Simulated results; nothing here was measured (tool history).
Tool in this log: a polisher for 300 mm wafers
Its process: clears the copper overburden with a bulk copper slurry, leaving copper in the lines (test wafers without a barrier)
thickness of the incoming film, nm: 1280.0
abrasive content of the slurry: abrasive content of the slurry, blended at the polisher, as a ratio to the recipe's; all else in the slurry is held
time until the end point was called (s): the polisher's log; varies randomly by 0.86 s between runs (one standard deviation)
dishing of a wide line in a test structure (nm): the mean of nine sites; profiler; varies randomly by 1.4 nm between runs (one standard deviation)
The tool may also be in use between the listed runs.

| run | hour | flow of slurry (ml/min) | pressure of the wafer on the pad (psi) | speed of the pad under the wafer (m/s) | abrasive content of the slurry | overpolish time after the end point (s) | time until the end point was called (s) | dishing of a wide line in a test structure (nm) |
|---|---|---|---|---|---|---|---|---|
| 1 | 0.0 | 240 | 3.0 | 1.02 | 1.0 | 12 | 146.080 | 65.895 |
| 2 | 5.1 | 240 | 3.1 | 1.02 | 1.0 | 11 | 145.170 | 68.006 |
| 3 | 8.5 | 240 | 3.1 | 1.06 | 1.0 | 10 | 140.250 | 61.499 |
| 4 | 9.8 | 200 | 3.1 | 1.06 | 1.0 | 10 | 141.890 | 59.939 |
| 5 | 16.6 | 200 | 3.7 | 1.06 | 1.0 | 10 | 121.960 | 69.029 |
| 6 | 23.4 | 200 | 3.7 | 1.06 | 1.2 | 10 | 118.040 | 71.740 |
| 7 | 31.7 | 200 | 3.8 | 1.06 | 1.2 | 9 | 115.830 | 67.919 |
| 8 | 34.8 | 205 | 3.9 | 1.06 | 1.2 | 9 | 114.710 | 68.682 |
| 9 | 41.0 | 205 | 4.0 | 1.08 | 1.2 | 9 | 109.720 | 70.698 |
| 10 | 43.2 | 205 | 4.1 | 1.10 | 1.2 | 9 | 103.730 | 73.452 |

Expected results for the next run?
| 11 | 48.7 | 205 | 4.4 | 1.12 | 1.2 | 7 | ? | ? |

Run 11 came out at time until the end point was called (s) 97.974, dishing of a wide line in a test structure (nm) 62.734.
